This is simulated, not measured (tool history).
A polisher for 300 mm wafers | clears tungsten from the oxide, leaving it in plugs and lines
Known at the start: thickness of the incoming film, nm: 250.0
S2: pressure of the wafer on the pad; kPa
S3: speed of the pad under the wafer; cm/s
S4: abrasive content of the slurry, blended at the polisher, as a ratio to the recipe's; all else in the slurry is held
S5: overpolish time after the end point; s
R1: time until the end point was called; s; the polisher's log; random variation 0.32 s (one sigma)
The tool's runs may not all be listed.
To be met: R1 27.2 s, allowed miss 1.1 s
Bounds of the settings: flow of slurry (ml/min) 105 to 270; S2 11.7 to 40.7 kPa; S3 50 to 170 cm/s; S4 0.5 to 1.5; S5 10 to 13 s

run 1 hour=0 | flow_of_slurry_(ml/min)=175 S2=26.2 S3=110 S4=1 S5=13 | R1=44.143
run 2 hour=4.7 | flow_of_slurry_(ml/min)=175 S2=26.2 S3=110 S4=0.9 S5=13 | R1=45.328
run 3 hour=8.6 | flow_of_slurry_(ml/min)=175 S2=26.2 S3=110 S4=0.9 S5=13 | R1=45.426
run 4 hour=16.9 | flow_of_slurry_(ml/min)=195 S2=26.2 S3=110 S4=0.9 S5=13 | R1=45.145
run 5 hour=18.3 | flow_of_slurry_(ml/min)=195 S2=26.2 S3=110 S4=0.9 S5=13 | R1=44.538
run 6 hour=20.2 | flow_of_slurry_(ml/min)=195 S2=26.2 S3=94 S4=0.9 S5=13 | R1=52.216
run 7 hour=27.6 | flow_of_slurry_(ml/min)=200 S2=33.1 S3=106 S4=0.9 S5=13 | R1=37.157
run 8 hour=28.4 | flow_of_slurry_(ml/min)=205 S2=40 S3=112 S4=0.9 S5=13 | R1=28.892

Which of these 5 next moves meets every target?
run A hour=29.2 | flow_of_slurry_(ml/min)=215 S2=36.5 S3=112 S4=0.8 S5=13 | R1=?
run B hour=29.2 | flow_of_slurry_(ml/min)=215 S2=40.7 S3=114 S4=0.95 S5=10 | R1=?
run C hour=29.2 | flow_of_slurry_(ml/min)=190 S2=40.7 S3=120 S4=0.65 S5=13 | R1=?
run D hour=29.2 | flow_of_slurry_(ml/min)=210 S2=37.2 S3=108 S4=0.95 S5=10 | R1=?
run E hour=29.2 | flow_of_slurry_(ml/min)=195 S2=40.7 S3=100 S4=0.8 S5=13 | R1=?

move=A R1=33.571
move=B R1=27.969
move=C R1=31.092
move=D R1=32.241
move=E R1=34.159
A: further off than the last run
B: meets every target
C: further off than the last run
D: further off than the last run
E: further off than the last run
Answer: B
